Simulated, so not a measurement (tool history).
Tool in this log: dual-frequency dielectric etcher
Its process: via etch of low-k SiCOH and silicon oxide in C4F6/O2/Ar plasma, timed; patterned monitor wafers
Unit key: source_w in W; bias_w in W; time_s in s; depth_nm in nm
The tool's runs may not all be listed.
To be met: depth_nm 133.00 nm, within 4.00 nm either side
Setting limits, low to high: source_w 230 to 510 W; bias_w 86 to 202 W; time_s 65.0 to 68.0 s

run,hour,source_w,bias_w,time_s,depth_nm
1,0.0,370,144,65.0,163.85
2,8.3,340,137,65.0,154.44
3,14.9,340,154,65.0,163.64
4,15.5,320,147,65.0,157.48
5,18.7,320,147,65.0,156.39
6,26.5,320,167,65.0,166.66
7,35.3,300,158,65.0,158.73
8,36.0,290,151,65.0,154.22
9,39.4,280,145,65.0,150.98
10,47.0,270,139,65.0,147.54
11,53.5,260,134,65.0,142.61
12,60.4,250,131,65.0,140.56
13,62.3,250,128,65.0,137.13

Below are 5 possible settings for the next run. Only one of them brings all results inside the allowed miss of their targets. Which is it?
A,64.2,260,141,65.0,?
B,64.2,230,153,65.0,?
C,64.2,240,117,66.5,?
D,64.2,270,129,68.0,?
E,64.2,230,129,68.0,?

move,depth_nm
A,145.90
B,147.09
C,133.92
D,147.80
E,142.05
A: further off than the last run
B: further off than the last run
C: every result lands within tolerance
D: further off than the last run
E: further off than the last run
The move that meets every target is C.
